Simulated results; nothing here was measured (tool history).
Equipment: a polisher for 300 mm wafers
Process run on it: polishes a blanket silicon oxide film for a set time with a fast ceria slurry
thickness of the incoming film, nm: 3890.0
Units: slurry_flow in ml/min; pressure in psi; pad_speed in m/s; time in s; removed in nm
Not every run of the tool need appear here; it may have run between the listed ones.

run	hour	slurry_flow	pressure	pad_speed	time	removed
1	0.0	245	3.5	1.28	79	1891.5
2	7.6	275	3.5	1.28	79	1918.5
3	10.0	275	4.2	1.28	79	2184.7
4	13.5	275	3.5	1.20	79	1812.8
5	18.4	275	2.9	1.16	79	1477.2
6	26.4	275	2.2	1.16	79	1198.6

Forecast run 7:
# hour 28.0: slurry nozzle cleaned
7	28.0	275	2.1	1.16	79	?

Run 7 produced removed 1202.6 nm.
